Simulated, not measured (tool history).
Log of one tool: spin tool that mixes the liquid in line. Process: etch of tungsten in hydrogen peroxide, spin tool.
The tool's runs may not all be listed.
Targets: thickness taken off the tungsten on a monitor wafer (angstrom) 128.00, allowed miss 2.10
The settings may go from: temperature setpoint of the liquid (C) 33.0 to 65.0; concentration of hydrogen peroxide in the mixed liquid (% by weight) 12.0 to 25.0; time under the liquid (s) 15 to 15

run,hour,temperature setpoint of the liquid (C),concentration of hydrogen peroxide in the mixed liquid (% by weight),time under the liquid (s),thickness taken off the tungsten on a monitor wafer (angstrom)
1,0.0,49.0,17.0,15,289.28
2,5.4,44.0,17.0,15,213.29
3,9.4,41.5,17.0,15,180.48
4,11.4,41.5,17.0,15,181.16
5,16.4,39.5,17.0,15,160.30
6,17.3,39.5,17.0,15,158.88
7,25.7,38.5,17.0,15,148.30
8,30.0,38.0,17.0,15,144.97
9,38.6,37.5,17.0,15,140.31
10,45.0,37.5,17.0,15,138.52
11,50.4,37.0,17.0,15,135.22
12,51.7,36.5,17.0,15,130.03

4 next moves are on the table. One of them brings every result within its allowed miss. Which?
A,53.0,37.0,16.5,15,?
B,53.0,34.0,23.0,15,?
C,53.0,38.0,14.5,15,?
D,53.0,36.0,19.0,15,?

move,thickness taken off the tungsten on a monitor wafer (angstrom)
A,133.57
B,128.98
C,133.77
D,134.10
A: further off than the last run
B: meets every target
C: further off than the last run
D: further off than the last run
Move B is the one to make.
